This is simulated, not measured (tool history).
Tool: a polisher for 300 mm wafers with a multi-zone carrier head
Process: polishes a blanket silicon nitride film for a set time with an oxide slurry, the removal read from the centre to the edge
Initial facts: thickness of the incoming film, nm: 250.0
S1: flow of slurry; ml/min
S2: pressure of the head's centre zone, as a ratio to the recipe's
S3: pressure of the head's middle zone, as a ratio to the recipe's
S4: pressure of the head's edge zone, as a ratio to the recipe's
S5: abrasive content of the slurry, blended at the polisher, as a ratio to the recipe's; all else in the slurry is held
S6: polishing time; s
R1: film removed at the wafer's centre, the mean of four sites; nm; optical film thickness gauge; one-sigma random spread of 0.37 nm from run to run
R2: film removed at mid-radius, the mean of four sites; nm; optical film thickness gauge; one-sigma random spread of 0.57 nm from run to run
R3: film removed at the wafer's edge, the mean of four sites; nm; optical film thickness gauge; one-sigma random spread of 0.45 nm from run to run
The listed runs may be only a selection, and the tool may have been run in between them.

{"run": 1, "hour": 0.0, "S1": 170, "S2": 1.0, "S3": 1.0, "S4": 1.0, "S5": 1.0, "S6": 46, "R1": 26.869, "R2": 27.979, "R3": 27.299}
{"run": 2, "hour": 9.0, "S1": 170, "S2": 1.0, "S3": 1.07, "S4": 1.0, "S5": 1.0, "S6": 46, "R1": 27.41, "R2": 28.879, "R3": 27.391}
{"run": 3, "hour": 17.1, "S1": 170, "S2": 1.0, "S3": 1.07, "S4": 1.0, "S5": 1.0, "S6": 52, "R1": 31.009, "R2": 32.528, "R3": 30.723}
{"run": 4, "hour": 26.0, "S1": 180, "S2": 0.98, "S3": 1.09, "S4": 1.04, "S5": 1.1, "S6": 52, "R1": 31.914, "R2": 35.73, "R3": 32.679}
{"run": 5, "hour": 33.1, "S1": 180, "S2": 0.91, "S3": 1.09, "S4": 1.04, "S5": 1.1, "S6": 52, "R1": 30.546, "R2": 34.801, "R3": 33.054}
{"run": 6, "hour": 42.0, "S1": 185, "S2": 0.92, "S3": 1.07, "S4": 1.07, "S5": 1.2, "S6": 52, "R1": 32.218, "R2": 37.112, "R3": 34.195}
{"run": 7, "hour": 50.2, "S1": 180, "S2": 0.91, "S3": 1.03, "S4": 1.09, "S5": 1.25, "S6": 53, "R1": 33.011, "R2": 37.925, "R3": 36.691}
{"run": 8, "hour": 55.3, "S1": 190, "S2": 0.92, "S3": 1.02, "S4": 1.11, "S5": 1.25, "S6": 53, "R1": 33.54, "R2": 36.42, "R3": 36.939}

Run 9 is up next; what results do you expect?
{"run": 9, "hour": 62.0, "S1": 190, "S2": 0.92, "S3": 1.03, "S4": 1.12, "S5": 1.3, "S6": 53, "R1": "?", "R2": "?", "R3": "?"}

Run 9 measured R1 34.836 nm, R2 37.599 nm, R3 37.758 nm.
